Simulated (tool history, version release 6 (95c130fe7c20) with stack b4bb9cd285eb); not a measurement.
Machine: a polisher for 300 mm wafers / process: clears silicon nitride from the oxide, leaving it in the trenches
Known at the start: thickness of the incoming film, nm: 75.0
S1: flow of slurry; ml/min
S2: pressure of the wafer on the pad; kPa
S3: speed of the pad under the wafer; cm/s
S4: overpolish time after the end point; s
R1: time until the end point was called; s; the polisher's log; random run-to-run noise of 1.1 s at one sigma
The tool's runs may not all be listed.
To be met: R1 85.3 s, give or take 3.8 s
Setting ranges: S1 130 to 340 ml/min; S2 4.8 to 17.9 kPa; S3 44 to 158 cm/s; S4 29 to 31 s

{"run": 1, "hour": 0.0, "S1": 220, "S2": 11, "S3": 100, "S4": 29, "R1": 131.76}
{"run": 2, "hour": 5.6, "S1": 190, "S2": 11, "S3": 100, "S4": 29, "R1": 130.81}
{"run": 3, "hour": 10.1, "S1": 190, "S2": 11, "S3": 114, "S4": 29, "R1": 121.07}
{"run": 4, "hour": 15.4, "S1": 190, "S2": 9.7, "S3": 114, "S4": 29, "R1": 136.63}
{"run": 5, "hour": 21.3, "S1": 190, "S2": 9.7, "S3": 114, "S4": 31, "R1": 135.08}
{"run": 6, "hour": 23.5, "S1": 190, "S2": 11, "S3": 116, "S4": 31, "R1": 119.69}
{"run": 7, "hour": 29.1, "S1": 190, "S2": 12.4, "S3": 116, "S4": 31, "R1": 107.98}
{"run": 8, "hour": 35.3, "S1": 190, "S2": 13.1, "S3": 116, "S4": 31, "R1": 103.84}
{"run": 9, "hour": 43.5, "S1": 190, "S2": 13.8, "S3": 116, "S4": 31, "R1": 97.241}
{"hour": 47.8, "done": "slurry nozzle cleaned"}
{"run": 10, "hour": 47.8, "S1": 190, "S2": 14.5, "S3": 116, "S4": 31, "R1": 90.341}

Below are 4 possible settings for the next run. Only one of them brings all results inside the allowed miss of their targets. Which is it?
{"run": "A", "hour": 52.1, "S1": 185, "S2": 14.5, "S3": 110, "S4": 31, "R1": "?"}
{"run": "B", "hour": 52.1, "S1": 250, "S2": 16.5, "S3": 118, "S4": 31, "R1": "?"}
{"run": "C", "hour": 52.1, "S1": 175, "S2": 13.8, "S3": 134, "S4": 29, "R1": "?"}
{"run": "D", "hour": 52.1, "S1": 150, "S2": 15.2, "S3": 112, "S4": 30, "R1": "?"}

move=A R1=96.436
move=B R1=78.387
move=C R1=86.994
move=D R1=94.534
A: further off than the last run
B: moves the result that the last run missed by most past its target, out the other side
C: each result inside its tolerance
D: further off than the last run
The move that meets every target is C.

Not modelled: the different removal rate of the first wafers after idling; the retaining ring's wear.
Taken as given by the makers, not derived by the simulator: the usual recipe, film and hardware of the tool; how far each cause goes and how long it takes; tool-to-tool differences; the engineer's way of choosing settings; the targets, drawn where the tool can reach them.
